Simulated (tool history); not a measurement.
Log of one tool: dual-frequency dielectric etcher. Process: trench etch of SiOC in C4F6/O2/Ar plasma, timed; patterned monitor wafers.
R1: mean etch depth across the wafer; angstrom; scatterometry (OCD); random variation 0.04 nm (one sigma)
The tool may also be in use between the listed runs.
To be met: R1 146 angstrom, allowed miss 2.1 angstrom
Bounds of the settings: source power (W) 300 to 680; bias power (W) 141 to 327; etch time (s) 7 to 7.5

run 1 hour=0 | source_power_(W)=490 bias_power_(W)=234 etch_time_(s)=7.5 | R1=160.81
run 2 hour=3.9 | source_power_(W)=490 bias_power_(W)=256 etch_time_(s)=7.5 | R1=162.79
run 3 hour=8.5 | source_power_(W)=470 bias_power_(W)=254 etch_time_(s)=7.5 | R1=159.05
run 4 hour=15.7 | source_power_(W)=470 bias_power_(W)=277 etch_time_(s)=7.5 | R1=162.38
-- hour=22.8 source power generator calibrated
run 5 hour=22.8 | source_power_(W)=470 bias_power_(W)=237 etch_time_(s)=7.5 | R1=160.2
run 6 hour=31 | source_power_(W)=440 bias_power_(W)=234 etch_time_(s)=7.5 | R1=153.59
run 7 hour=39.3 | source_power_(W)=380 bias_power_(W)=232 etch_time_(s)=7.5 | R1=138.66
run 8 hour=44.4 | source_power_(W)=390 bias_power_(W)=232 etch_time_(s)=7.5 | R1=140.64
run 9 hour=46.2 | source_power_(W)=400 bias_power_(W)=232 etch_time_(s)=7.5 | R1=143.36

Which of these 4 next moves meets every target?
run A hour=48 | source_power_(W)=490 bias_power_(W)=218 etch_time_(s)=7 | R1=?
run B hour=48 | source_power_(W)=390 bias_power_(W)=231 etch_time_(s)=7.5 | R1=?
run C hour=48 | source_power_(W)=390 bias_power_(W)=239 etch_time_(s)=7.5 | R1=?
run D hour=48 | source_power_(W)=400 bias_power_(W)=254 etch_time_(s)=7.5 | R1=?

move=A R1=150.53
move=B R1=140.08
move=C R1=141
move=D R1=145.3
A: takes the result that was furthest off past its target
B: further off than the last run
C: further off than the last run
D: meets every target
Move D is the one to make.
